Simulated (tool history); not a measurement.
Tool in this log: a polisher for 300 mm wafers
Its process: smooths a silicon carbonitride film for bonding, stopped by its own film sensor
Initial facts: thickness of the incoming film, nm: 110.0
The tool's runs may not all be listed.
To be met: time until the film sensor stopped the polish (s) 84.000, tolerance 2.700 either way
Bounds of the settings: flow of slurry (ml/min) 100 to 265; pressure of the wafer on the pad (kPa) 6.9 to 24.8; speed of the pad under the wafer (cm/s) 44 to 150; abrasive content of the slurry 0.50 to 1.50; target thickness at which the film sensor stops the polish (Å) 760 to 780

run  hour  flow of slurry (ml/min)  pressure of the wafer on the pad (kPa)  speed of the pad under the wafer (cm/s)  abrasive content of the slurry  target thickness at which the film sensor stops the polish (Å)  time until the film sensor stopped the polish (s)
  1   0.0                      170                                    15.9                                       96                            1.00                                                             780                                            103.660
  2   6.2                      170                                    17.2                                       96                            1.00                                                             780                                             97.124
  3   9.4                      170                                    17.2                                       72                            1.00                                                             780                                            111.850
  4  12.0                      175                                    17.9                                       72                            1.00                                                             780                                            106.640
  5  20.0                      150                                    17.9                                       72                            1.00                                                             780                                            109.790
  6  24.0                      150                                    17.9                                       80                            1.00                                                             780                                            103.280
  7  27.7                      150                                    18.6                                       80                            1.00                                                             780                                             97.653
  8  28.8                      150                                    18.6                                       80                            1.00                                                             780                                             97.653
  9  31.5                      150                                    19.3                                       80                            1.00                                                             780                                             97.237
 10  38.9                      150                                    20.0                                       80                            1.00                                                             780                                             93.003
 11  45.9                      150                                    21.4                                       80                            1.00                                                             780                                             86.931

Which one of the following 4 next-run settings gets every result inside its allowed miss? There is exactly one.
  A  52.9                      135                                    22.8                                      100                            1.00                                                             770                                                  ?
  B  52.9                      155                                    22.8                                       76                            1.05                                                             770                                                  ?
  C  52.9                      105                                    23.4                                      100                            0.90                                                             780                                                  ?
  D  52.9                      170                                    21.4                                      126                            0.70                                                             780                                                  ?

move  time until the film sensor stopped the polish (s)
   A                                             77.407
   B                                             85.553
   C                                             79.571
   D                                             79.573
A: moves the result that the last run missed by most past its target, out the other side
B: each result inside its tolerance
C: moves the result that the last run missed by most past its target, out the other side
D: moves the result that the last run missed by most past its target, out the other side
B is the move that brings every result within its allowed miss.

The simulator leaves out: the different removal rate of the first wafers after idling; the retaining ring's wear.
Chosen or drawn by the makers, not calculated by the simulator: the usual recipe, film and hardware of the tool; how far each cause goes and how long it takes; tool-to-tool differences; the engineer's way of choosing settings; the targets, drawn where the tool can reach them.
